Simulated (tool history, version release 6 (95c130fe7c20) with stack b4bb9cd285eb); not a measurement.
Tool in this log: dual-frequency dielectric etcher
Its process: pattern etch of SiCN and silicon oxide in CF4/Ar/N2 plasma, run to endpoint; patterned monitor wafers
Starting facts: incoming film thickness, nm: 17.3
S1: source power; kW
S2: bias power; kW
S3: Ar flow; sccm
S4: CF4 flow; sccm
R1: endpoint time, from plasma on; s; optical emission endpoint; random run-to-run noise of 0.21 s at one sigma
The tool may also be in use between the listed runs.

run,hour,S1,S2,S3,S4,R1
1,0.0,0.450,0.070,128,56,21.960
2,5.7,0.430,0.069,128,56,22.755
3,12.2,0.430,0.069,128,60,22.376
4,16.7,0.410,0.068,129,60,23.523
5,17.8,0.400,0.067,130,60,24.116
6,22.8,0.390,0.066,130,60,25.087
7,26.3,0.390,0.066,130,60,24.850

Run 8, settings as shown, results not yet in. Your forecast:
# hour 30.9: Ar flow controller replaced
8,30.9,0.380,0.066,130,60,?

Run 8 produced R1 25.279 s.
